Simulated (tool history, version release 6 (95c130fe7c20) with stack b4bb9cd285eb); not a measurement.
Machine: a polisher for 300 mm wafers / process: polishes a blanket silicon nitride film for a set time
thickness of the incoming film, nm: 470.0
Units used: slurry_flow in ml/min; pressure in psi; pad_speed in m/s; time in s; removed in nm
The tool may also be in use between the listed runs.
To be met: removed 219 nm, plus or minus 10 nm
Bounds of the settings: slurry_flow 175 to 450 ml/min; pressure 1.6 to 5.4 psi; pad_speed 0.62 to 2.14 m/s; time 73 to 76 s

run	day	slurry_flow	pressure	pad_speed	time	removed
1	0	290	3.5	1.38	73	140.73
2	0.058	290	3.5	1.08	73	116.88
3	0.388	290	3.5	0.9	73	102.18
4	0.633	290	3.8	0.96	73	115.61
5	0.946	290	4.2	0.96	73	131.83
6	1.008	290	4.4	1	73	139.27
7	1.258	290	4.6	1.04	73	153.42
8	1.621	290	4.7	1.08	73	153.03
9	1.746	290	5.4	1.46	75	232.63
10	1.95	290	5.3	1.46	75	229.17

Pick the move, out of 5, that brings all results within their allowed miss; only one does.
A	2.154	375	5.4	1.48	76	?
B	2.154	190	5.3	1.56	73	?
C	2.154	305	5.3	1.5	76	?
D	2.154	235	5.4	1.5	76	?
E	2.154	300	5.4	1.54	76	?

move	removed
A	243.98
B	221.97
C	237.94
D	235.35
E	247.07
A: its largest miss is bigger than the last run's
B: all results land within tolerance of their targets
C: its largest miss is bigger than the last run's
D: its largest miss is bigger than the last run's
E: its largest miss is bigger than the last run's
B meets every target.

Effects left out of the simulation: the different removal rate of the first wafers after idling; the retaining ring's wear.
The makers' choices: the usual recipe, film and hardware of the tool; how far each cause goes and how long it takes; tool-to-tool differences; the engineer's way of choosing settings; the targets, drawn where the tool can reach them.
